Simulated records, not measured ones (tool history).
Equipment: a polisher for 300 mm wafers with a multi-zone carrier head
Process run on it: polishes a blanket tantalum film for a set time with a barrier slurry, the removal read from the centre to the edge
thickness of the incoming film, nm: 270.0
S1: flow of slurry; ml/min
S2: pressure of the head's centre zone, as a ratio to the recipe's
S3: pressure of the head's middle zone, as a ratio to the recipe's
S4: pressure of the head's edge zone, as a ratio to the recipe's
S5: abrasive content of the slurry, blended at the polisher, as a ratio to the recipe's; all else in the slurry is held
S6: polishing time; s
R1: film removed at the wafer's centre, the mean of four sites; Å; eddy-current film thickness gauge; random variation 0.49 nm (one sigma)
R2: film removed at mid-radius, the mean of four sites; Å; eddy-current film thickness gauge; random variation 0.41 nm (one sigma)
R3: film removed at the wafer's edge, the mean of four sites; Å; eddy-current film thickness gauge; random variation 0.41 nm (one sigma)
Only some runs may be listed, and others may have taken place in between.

run	hour	S1	S2	S3	S4	S5	S6	R1	R2	R3
1	0	165	1	1	1	1	33	325.37	329.16	331.39
2	4.4	165	0.94	1	1	1	33	315.41	329.24	335.6
3	12.5	185	1.01	0.98	1	1.1	33	339.48	334.39	335.46
4	20.6	190	1.06	0.96	1.02	1.2	34	367.19	349.38	358.19
5	22.6	190	1.1	0.96	1.02	1.2	34	380.44	343.24	358.76
6	27.9	190	1.1	0.96	1.02	1	34	368.31	333.36	346.62
7	30	200	1.13	0.95	1.01	1.05	34	387.93	338.68	354.45
8	38.8	210	1.15	0.95	1	1.1	34	398.55	345.39	355.15

Forecast run 9:
9	47.5	215	1.16	0.94	0.99	1.15	34	?	?	?

R1: 405.15 Å
R2: 331.83 Å
R3: 351.8 Å
